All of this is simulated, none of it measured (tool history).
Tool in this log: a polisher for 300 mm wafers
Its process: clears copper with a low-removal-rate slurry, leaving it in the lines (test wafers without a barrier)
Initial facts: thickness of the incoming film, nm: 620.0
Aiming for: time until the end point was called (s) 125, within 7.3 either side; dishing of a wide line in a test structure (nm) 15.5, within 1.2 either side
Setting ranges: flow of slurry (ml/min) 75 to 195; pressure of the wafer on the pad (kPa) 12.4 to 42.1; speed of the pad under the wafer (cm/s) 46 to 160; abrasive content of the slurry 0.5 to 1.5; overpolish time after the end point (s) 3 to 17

run	hour	flow of slurry (ml/min)	pressure of the wafer on the pad (kPa)	speed of the pad under the wafer (cm/s)	abrasive content of the slurry	overpolish time after the end point (s)	time until the end point was called (s)	dishing of a wide line in a test structure (nm)
1	0	125	26.9	102	1	9	127.22	26.845
2	8.3	130	26.9	102	1	8	122.74	23.569
3	16.4	155	26.9	102	1	8	115.64	24.426
4	21.7	155	20.7	102	1	8	148.87	20.333
5	30.7	160	21.4	102	1	7	144.96	17.946
6	37.5	160	14.5	102	1	7	218.2	12.17
7	38.4	165	16.5	102	1	6	189.14	12.502
8	46	170	18.6	102	1	6	171.39	13.977
9	53.9	175	20	102	1	6	157.94	14.764
10	59.1	175	20	102	1	6	155.38	14.521
11	61.3	180	20.7	102	1	6	149.31	15.44
12	63.7	180	21.4	102	1	6	143.57	16.066
13	67.9	180	22.1	102	1	6	140.46	15.817
14	75.1	180	22.8	102	1	6	138.48	17.099
15	83.1	180	23.4	102	1	6	131.1	17.702

Which of these 5 next moves meets every target?
A	91.1	170	22.8	122	0.7	5	?	?
B	91.1	130	22.1	102	1.1	7	?	?
C	91.1	180	22.1	98	0.8	6	?	?
D	91.1	95	23.4	100	1.25	7	?	?
E	91.1	180	22.1	100	1.1	7	?	?

move	time until the end point was called (s)	dishing of a wide line in a test structure (nm)
A	123.04	15.404
B	145.29	18.054
C	151.13	15.06
D	146	17.999
E	140.21	18.661
A: hits every target within its allowed miss
B: further off than the last run
C: brings the result that was furthest off to its target, and leaves another outside
D: further off than the last run
E: further off than the last run
Correct choice: A, which meets every target
